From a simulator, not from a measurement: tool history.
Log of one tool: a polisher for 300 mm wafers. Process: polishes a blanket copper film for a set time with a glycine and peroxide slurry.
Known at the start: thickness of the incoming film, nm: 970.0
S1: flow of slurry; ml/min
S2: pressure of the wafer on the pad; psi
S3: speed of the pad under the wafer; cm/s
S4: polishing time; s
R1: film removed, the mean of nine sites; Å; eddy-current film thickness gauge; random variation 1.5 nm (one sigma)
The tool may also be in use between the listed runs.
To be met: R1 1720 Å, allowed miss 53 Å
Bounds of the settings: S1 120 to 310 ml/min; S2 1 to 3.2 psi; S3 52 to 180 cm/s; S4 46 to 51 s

run 1 hour=0 | S1=200 S2=2.1 S3=116 S4=51 | R1=2504.9
run 2 hour=8.6 | S1=200 S2=2.1 S3=144 S4=51 | R1=2985.3
run 3 hour=17 | S1=200 S2=2.1 S3=144 S4=46 | R1=2661.2
run 4 hour=18.5 | S1=195 S2=1.9 S3=144 S4=46 | R1=2487.2
run 5 hour=26.4 | S1=190 S2=1.7 S3=144 S4=46 | R1=2345.7
run 6 hour=30.1 | S1=175 S2=1.7 S3=144 S4=46 | R1=2307.4
run 7 hour=36.1 | S1=175 S2=1.6 S3=142 S4=46 | R1=2191.5
run 8 hour=44.2 | S1=175 S2=1.5 S3=142 S4=46 | R1=2125.4

Which of these 4 next moves meets every target?
run A hour=52.3 | S1=160 S2=1.9 S3=140 S4=47 | R1=?
run B hour=52.3 | S1=200 S2=2 S3=124 S4=50 | R1=?
run C hour=52.3 | S1=155 S2=1.1 S3=136 S4=46 | R1=?
run D hour=52.3 | S1=205 S2=1.3 S3=162 S4=46 | R1=?

move=A R1=2407.7
move=B R1=2473.2
move=C R1=1695.7
move=D R1=2204
A: further off than the last run
B: further off than the last run
C: meets every target
D: further off than the last run
Answer: C
